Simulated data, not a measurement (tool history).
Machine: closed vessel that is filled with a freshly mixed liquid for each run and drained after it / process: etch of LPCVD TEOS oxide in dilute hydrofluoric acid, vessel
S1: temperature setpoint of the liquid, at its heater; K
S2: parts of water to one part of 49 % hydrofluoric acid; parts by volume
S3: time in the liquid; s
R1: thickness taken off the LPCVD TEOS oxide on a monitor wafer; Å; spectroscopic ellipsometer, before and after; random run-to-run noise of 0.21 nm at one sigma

run,day,S1,S2,S3,R1
1,0.000,296.15,95,105,376.10
2,0.058,296.15,60,105,626.82
3,0.267,294.65,60,105,586.49
4,0.546,294.65,30,105,1225.90
5,0.762,293.65,40,105,858.19
6,1.004,292.15,40,105,802.97
7,1.083,291.65,45,105,700.62
8,1.396,290.15,70,105,409.41
9,1.658,291.15,70,105,425.51

Run 10 is up next; what results do you expect?
10,2.029,291.65,70,105,?

Logged for run 10: R1 438.03 Å.

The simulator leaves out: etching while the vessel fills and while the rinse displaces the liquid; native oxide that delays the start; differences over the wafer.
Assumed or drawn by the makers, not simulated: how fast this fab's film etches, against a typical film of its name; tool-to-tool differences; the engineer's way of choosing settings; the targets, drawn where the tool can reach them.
